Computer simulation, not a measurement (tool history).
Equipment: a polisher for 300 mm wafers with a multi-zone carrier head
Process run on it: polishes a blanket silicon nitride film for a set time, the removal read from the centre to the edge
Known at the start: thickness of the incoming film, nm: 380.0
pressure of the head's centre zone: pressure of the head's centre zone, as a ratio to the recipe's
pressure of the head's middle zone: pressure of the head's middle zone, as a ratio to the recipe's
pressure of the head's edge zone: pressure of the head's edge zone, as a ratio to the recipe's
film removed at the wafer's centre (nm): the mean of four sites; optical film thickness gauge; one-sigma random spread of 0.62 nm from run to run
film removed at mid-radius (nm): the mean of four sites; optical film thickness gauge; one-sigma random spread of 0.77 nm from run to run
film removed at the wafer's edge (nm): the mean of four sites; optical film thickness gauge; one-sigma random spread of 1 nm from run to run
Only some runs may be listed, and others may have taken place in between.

| run | hour | flow of slurry (ml/min) | pressure of the head's centre zone | pressure of the head's middle zone | pressure of the head's edge zone | polishing time (s) | film removed at the wafer's centre (nm) | film removed at mid-radius (nm) | film removed at the wafer's edge (nm) |
|---|---|---|---|---|---|---|---|---|---|
| 1 | 0 | 160 | 1 | 1 | 1 | 59 | 50.561 | 50.098 | 49.736 |
| 2 | 1.6 | 160 | 1 | 1 | 1 | 46 | 38.567 | 39.688 | 38.827 |
| 3 | 10.3 | 135 | 1 | 1 | 1 | 46 | 37.953 | 39.087 | 38.719 |
| 4 | 18 | 135 | 1 | 0.96 | 1 | 46 | 38.497 | 36.985 | 37.793 |
| 5 | 24 | 140 | 1.02 | 1 | 1.05 | 53 | 44.559 | 45 | 46.601 |
|  | 26.8 | worn pad replaced by a new one |
| 6 | 26.8 | 140 | 1.02 | 1 | 1.05 | 62 | 59.591 | 59.055 | 59.245 |
| 7 | 30.7 | 140 | 1.03 | 1.02 | 1.08 | 62 | 59.885 | 60.125 | 61.676 |
| 8 | 32.9 | 140 | 1.04 | 1.05 | 1.1 | 62 | 60.205 | 61.137 | 62.007 |
| 9 | 37 | 140 | 1.04 | 1.07 | 1.12 | 62 | 60.029 | 61.372 | 61.707 |
| 10 | 37.7 | 140 | 1.03 | 1.08 | 1.14 | 63 | 61.058 | 63.711 | 62.509 |
| 11 | 44.7 | 130 | 1.02 | 1.08 | 1.15 | 64 | 60.57 | 62.446 | 65.553 |

Expected results for the next run?
| 12 | 49.7 | 130 | 1.02 | 1.1 | 1.16 | 65 | ? | ? | ? |

Run 12 produced film removed at the wafer's centre (nm) 61.575, film removed at mid-radius (nm) 65.019, film removed at the wafer's edge (nm) 65.191.
